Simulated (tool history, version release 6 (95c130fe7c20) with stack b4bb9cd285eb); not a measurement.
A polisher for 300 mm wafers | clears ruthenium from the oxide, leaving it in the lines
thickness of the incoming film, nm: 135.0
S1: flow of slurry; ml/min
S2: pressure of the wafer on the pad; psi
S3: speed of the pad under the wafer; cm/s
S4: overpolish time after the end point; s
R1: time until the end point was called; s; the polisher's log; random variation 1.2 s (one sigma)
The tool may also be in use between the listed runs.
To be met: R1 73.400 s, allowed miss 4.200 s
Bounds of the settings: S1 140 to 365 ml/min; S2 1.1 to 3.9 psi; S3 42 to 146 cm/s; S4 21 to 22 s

run  hour   S1   S2  S3  S4       R1
  1   0.0  235  2.5  94  21  107.330
  2   4.7  235  2.7  94  21  102.440
  3   9.5  235  2.7  86  21  108.540
  4  10.5  215  2.7  86  21  107.050
  5  12.3  215  3.1  86  21   93.271
  6  14.8  160  3.1  86  21   96.671
  7  23.5  160  3.2  86  21   95.771
  8  30.1  160  3.3  86  21   94.823
  9  31.1  160  3.4  88  21   88.528
 10  40.0  160  3.5  88  21   88.654
 11  44.4  160  3.6  90  21   80.778
 12  53.2  160  3.7  90  21   82.121

4 next moves are on the table. One of them brings every result within its allowed miss. Which?
  A  62.0  165  3.9  114  21   ?
  B  62.0  145  3.9  116  21   ?
  C  62.0  205  3.6  104  22   ?
  D  62.0  195  3.1  106  22   ?

move      R1
   A  64.248
   B  65.129
   C  71.594
   D  82.363
A: takes the result that was furthest off past its target
B: takes the result that was furthest off past its target
C: meets every target
D: as far off as the last run
Answer: C
